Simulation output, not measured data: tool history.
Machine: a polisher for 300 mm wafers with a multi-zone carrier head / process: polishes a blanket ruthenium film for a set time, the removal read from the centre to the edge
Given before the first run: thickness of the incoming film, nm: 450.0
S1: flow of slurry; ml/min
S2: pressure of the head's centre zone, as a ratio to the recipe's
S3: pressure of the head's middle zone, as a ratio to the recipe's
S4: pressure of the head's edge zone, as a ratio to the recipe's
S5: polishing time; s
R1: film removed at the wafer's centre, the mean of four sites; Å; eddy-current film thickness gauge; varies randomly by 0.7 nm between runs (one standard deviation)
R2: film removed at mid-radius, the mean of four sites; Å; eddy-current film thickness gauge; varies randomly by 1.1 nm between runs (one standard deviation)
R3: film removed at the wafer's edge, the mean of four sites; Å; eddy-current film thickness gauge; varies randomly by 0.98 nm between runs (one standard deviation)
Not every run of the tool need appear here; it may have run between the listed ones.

run,hour,S1,S2,S3,S4,S5,R1,R2,R3
1,0,270,1,1,1,67,1027.7,1052.7,1033
2,1.1,270,0.96,1,1,67,971.93,1043.7,1034.7
3,6.4,270,0.96,1,1.07,67,984.95,1025,1050
4,14.7,270,0.97,1,1.06,66,999.28,1028.8,1058.3
5,19.1,270,0.97,1.08,1.06,66,968.74,1103.5,1044.9
6,19.6,270,0.98,1.07,1.04,65,991.74,1068.2,1048.4
7,26.6,270,0.98,1.06,1.02,64,961.3,1037.9,993.08

Run 8 comes next. What will it give?
8,27.5,270,0.98,1.05,1.01,63,?,?,?

Logged for run 8: R1 946.28 Å, R2 1015.9 Å, R3 981.9 Å.
